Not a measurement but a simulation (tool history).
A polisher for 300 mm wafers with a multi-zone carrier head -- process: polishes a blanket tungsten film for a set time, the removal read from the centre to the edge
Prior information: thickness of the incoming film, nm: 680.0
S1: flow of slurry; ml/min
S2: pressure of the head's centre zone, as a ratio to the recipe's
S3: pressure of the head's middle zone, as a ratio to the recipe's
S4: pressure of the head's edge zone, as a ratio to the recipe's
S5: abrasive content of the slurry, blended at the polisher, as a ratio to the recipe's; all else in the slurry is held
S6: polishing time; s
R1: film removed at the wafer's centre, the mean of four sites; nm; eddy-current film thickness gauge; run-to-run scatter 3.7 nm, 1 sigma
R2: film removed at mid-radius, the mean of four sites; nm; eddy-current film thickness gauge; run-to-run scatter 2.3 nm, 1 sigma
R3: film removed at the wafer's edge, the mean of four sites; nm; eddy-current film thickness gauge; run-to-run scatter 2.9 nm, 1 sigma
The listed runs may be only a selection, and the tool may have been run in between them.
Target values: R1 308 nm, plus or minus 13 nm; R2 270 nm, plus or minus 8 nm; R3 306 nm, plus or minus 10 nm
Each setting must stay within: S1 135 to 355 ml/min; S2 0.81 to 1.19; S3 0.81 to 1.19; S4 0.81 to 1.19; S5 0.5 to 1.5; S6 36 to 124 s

| run | hour | S1 | S2 | S3 | S4 | S5 | S6 | R1 | R2 | R3 |
|---|---|---|---|---|---|---|---|---|---|---|
| 1 | 0 | 225 | 1 | 1 | 1 | 1 | 79 | 239.87 | 243.2 | 239.36 |
| 2 | 8.1 | 235 | 1.02 | 0.98 | 1.04 | 1.1 | 80 | 258.14 | 245.42 | 245.9 |
| 3 | 11.3 | 235 | 1.02 | 0.98 | 1.04 | 0.95 | 80 | 254.88 | 238.5 | 239.47 |
| 4 | 19.7 | 190 | 1.02 | 0.98 | 1.04 | 0.95 | 80 | 246.45 | 236.38 | 237.74 |
| 5 | 25.1 | 190 | 0.94 | 0.98 | 1.04 | 0.95 | 80 | 220.85 | 235.21 | 237.43 |
| 6 | 31.5 | 140 | 0.94 | 0.98 | 1.04 | 0.95 | 80 | 210.81 | 218.82 | 227.84 |
| 7 | 32.8 | 205 | 1.04 | 0.88 | 1.14 | 1.2 | 82 | 267.6 | 229.93 | 268.59 |
| 8 | 33.9 | 220 | 1.05 | 0.89 | 1.15 | 1.3 | 83 | 279.49 | 241.96 | 278.51 |
| 9 | 35.6 | 220 | 1.05 | 0.89 | 1.15 | 1.3 | 83 | 279.85 | 245.21 | 282.62 |
| 10 | 41.4 | 235 | 1.06 | 0.9 | 1.16 | 1.35 | 83 | 290.22 | 250.2 | 284.95 |
| 11 | 44.6 | 245 | 1.06 | 0.9 | 1.17 | 1.4 | 83 | 292.13 | 251.41 | 286.69 |
| 12 | 48 | 245 | 1.06 | 0.9 | 1.17 | 1.4 | 84 | 294.43 | 255.87 | 289.12 |
| 13 | 50.2 | 245 | 1.06 | 0.9 | 1.17 | 1.4 | 85 | 297.33 | 259.25 | 297.17 |
| 14 | 52 | 250 | 1.06 | 0.9 | 1.18 | 1.4 | 85 | 290.73 | 258.82 | 294.04 |

Exercise: of the 4 proposed moves below, exactly one satisfies all targets within the stated allowed misses. Which move is it?
| A | 53.8 | 300 | 0.99 | 0.81 | 1.19 | 0.95 | 99 | ? | ? | ? |
| B | 53.8 | 230 | 0.99 | 0.83 | 1.19 | 1.45 | 95 | ? | ? | ? |
| C | 53.8 | 290 | 1.02 | 0.89 | 1.12 | 1.45 | 87 | ? | ? | ? |
| D | 53.8 | 225 | 1 | 0.84 | 1.19 | 1.45 | 94 | ? | ? | ? |

| move | R1 | R2 | R3 |
|---|---|---|---|
| A | 300.48 | 261.94 | 322.49 |
| B | 305.53 | 272.48 | 331.07 |
| C | 296.54 | 270.94 | 299.14 |
| D | 304.52 | 271.54 | 326.9 |
A: further off than the last run
B: the furthest-off result lands on target, but another misses its tolerance
C: hits every target within its allowed miss
D: the furthest-off result lands on target, but another misses its tolerance
The move that meets every target is C.

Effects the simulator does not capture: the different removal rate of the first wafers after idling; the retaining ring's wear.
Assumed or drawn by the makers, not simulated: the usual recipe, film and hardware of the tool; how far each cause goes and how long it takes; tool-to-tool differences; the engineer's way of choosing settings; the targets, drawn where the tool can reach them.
